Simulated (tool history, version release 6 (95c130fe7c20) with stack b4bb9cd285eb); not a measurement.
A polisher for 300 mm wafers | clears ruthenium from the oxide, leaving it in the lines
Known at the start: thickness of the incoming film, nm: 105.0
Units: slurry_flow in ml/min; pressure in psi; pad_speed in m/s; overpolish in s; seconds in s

run 1 day=0 | slurry_flow=225 pressure=1.9 pad_speed=0.86 overpolish=6 | seconds=123.52
run 2 day=0.175 | slurry_flow=220 pressure=1.6 pad_speed=0.82 overpolish=6 | seconds=151.33
run 3 day=0.358 | slurry_flow=220 pressure=1.9 pad_speed=0.82 overpolish=6 | seconds=128.38
run 4 day=0.488 | slurry_flow=220 pressure=1.6 pad_speed=0.8 overpolish=6 | seconds=153.54
run 5 day=0.808 | slurry_flow=220 pressure=1.6 pad_speed=0.88 overpolish=6 | seconds=141.88
run 6 day=0.917 | slurry_flow=265 pressure=1.6 pad_speed=0.88 overpolish=6 | seconds=139.22

The next listed run, before its measurement:
run 7 day=1.038 | slurry_flow=265 pressure=1.4 pad_speed=0.84 overpolish=6 | seconds=?

seconds: 165.26 s

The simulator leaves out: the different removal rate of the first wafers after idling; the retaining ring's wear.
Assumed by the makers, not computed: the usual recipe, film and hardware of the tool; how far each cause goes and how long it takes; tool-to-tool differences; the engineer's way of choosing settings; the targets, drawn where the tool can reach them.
